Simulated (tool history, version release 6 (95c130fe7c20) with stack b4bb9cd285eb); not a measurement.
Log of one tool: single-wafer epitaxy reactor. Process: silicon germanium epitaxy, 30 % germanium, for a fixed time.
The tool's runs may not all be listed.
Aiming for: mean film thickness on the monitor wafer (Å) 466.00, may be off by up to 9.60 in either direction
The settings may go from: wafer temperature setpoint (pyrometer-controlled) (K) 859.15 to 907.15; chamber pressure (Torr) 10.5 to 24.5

run	hour	wafer temperature setpoint (pyrometer-controlled) (K)	chamber pressure (Torr)	mean film thickness on the monitor wafer (Å)
1	0.0	883.15	17.5	683.42
2	6.9	883.15	18.6	703.59
3	11.5	879.15	18.6	655.01
4	19.7	877.15	18.6	630.64
5	23.8	877.15	20.4	652.82
6	27.7	877.15	22.8	687.17
7	36.0	875.15	22.4	657.36
8	40.1	873.15	22.1	629.75
9	45.5	861.15	19.5	476.37
10	49.8	861.15	19.5	478.52

Exercise: of the 4 proposed moves below, exactly one satisfies all targets within the stated allowed misses. Which move is it?
A	54.1	866.15	17.1	?
B	54.1	861.15	20.5	?
C	54.1	861.15	20.7	?
D	54.1	861.15	18.4	?

move	mean film thickness on the monitor wafer (Å)
A	496.79
B	488.86
C	490.92
D	466.40
A: lands further from the targets than the last run did
B: lands further from the targets than the last run did
C: lands further from the targets than the last run did
D: all results in spec
The move that meets every target is D.
